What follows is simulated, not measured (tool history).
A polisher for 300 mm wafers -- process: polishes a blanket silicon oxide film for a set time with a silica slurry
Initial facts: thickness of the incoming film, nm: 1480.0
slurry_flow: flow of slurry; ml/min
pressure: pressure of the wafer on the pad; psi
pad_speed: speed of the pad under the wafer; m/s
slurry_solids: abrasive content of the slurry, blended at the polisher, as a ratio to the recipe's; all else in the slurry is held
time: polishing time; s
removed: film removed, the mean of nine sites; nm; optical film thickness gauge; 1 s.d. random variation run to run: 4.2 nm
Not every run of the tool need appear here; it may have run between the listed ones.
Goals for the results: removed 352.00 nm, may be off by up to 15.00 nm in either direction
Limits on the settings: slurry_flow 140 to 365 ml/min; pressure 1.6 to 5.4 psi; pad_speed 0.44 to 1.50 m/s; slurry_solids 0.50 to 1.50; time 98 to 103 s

run,hour,slurry_flow,pressure,pad_speed,slurry_solids,time,removed
1,0.0,235,3.5,0.96,1.00,98,222.21
2,6.5,235,3.5,0.96,0.90,98,216.12
3,9.0,235,3.5,0.96,0.80,98,207.43
4,12.0,235,3.5,1.08,0.80,98,225.22
5,17.9,270,3.5,1.08,0.80,98,230.52
6,23.4,270,3.5,1.08,0.65,98,214.24
7,26.5,270,4.0,1.10,0.65,98,246.45
8,34.8,270,5.0,1.14,0.65,98,311.66
9,37.4,270,5.1,1.16,0.65,98,322.10
10,45.1,270,5.2,1.18,0.65,98,334.60

Below are 4 possible settings for the next run. Only one of them brings all results inside the allowed miss of their targets. Which is it?
A,52.8,265,4.9,1.16,0.80,98,?
B,52.8,305,4.9,1.36,0.60,100,?
C,52.8,250,5.4,1.20,0.50,98,?
D,52.8,240,5.3,1.02,0.70,100,?

move,removed
A,327.72
B,348.53
C,320.90
D,314.33
A: moves away from the targets compared with the last run
B: all results in spec
C: moves away from the targets compared with the last run
D: moves away from the targets compared with the last run
So the answer is move B, the one that meets all the targets.
